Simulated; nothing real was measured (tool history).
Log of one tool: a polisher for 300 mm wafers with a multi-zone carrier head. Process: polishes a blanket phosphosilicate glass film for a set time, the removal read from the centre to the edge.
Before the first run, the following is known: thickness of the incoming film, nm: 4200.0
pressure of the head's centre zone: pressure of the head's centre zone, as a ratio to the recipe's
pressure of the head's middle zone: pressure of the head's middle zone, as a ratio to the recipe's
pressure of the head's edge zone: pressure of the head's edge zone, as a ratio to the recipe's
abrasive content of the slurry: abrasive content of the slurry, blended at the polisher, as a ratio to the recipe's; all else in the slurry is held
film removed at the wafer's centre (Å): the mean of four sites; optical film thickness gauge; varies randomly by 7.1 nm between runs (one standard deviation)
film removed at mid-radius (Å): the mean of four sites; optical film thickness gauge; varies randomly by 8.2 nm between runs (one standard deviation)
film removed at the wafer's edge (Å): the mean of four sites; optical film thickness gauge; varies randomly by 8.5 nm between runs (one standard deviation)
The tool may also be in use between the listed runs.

run,hour,flow of slurry (ml/min),pressure of the head's centre zone,pressure of the head's middle zone,pressure of the head's edge zone,abrasive content of the slurry,polishing time (s),film removed at the wafer's centre (Å),film removed at mid-radius (Å),film removed at the wafer's edge (Å)
1,0.0,130,1.00,1.00,1.00,1.00,78,9632.9,9743.0,9787.5
2,6.9,130,1.00,1.00,1.00,0.80,78,8143.6,8256.6,8325.9
3,10.2,125,0.95,0.97,1.06,0.85,78,7789.4,8542.6,8882.7
4,14.6,125,0.95,0.97,1.06,1.05,78,9245.9,9591.8,10166.0
5,22.4,125,0.89,0.97,1.06,1.05,78,8565.1,9631.5,10333.0
6,25.9,115,0.87,0.94,1.06,1.05,78,8264.0,9143.9,10048.0
7,28.5,105,0.85,0.92,1.08,1.05,78,7859.7,9076.6,10037.0

What does the tool deliver on the next run?
8,29.1,105,0.85,0.92,1.08,1.05,78,?,?,?

{"run 8": {"film removed at the wafer's centre (Å)": 7779.8, "film removed at mid-radius (Å)": 9037.5, "film removed at the wafer's edge (Å)": 9981.2}}
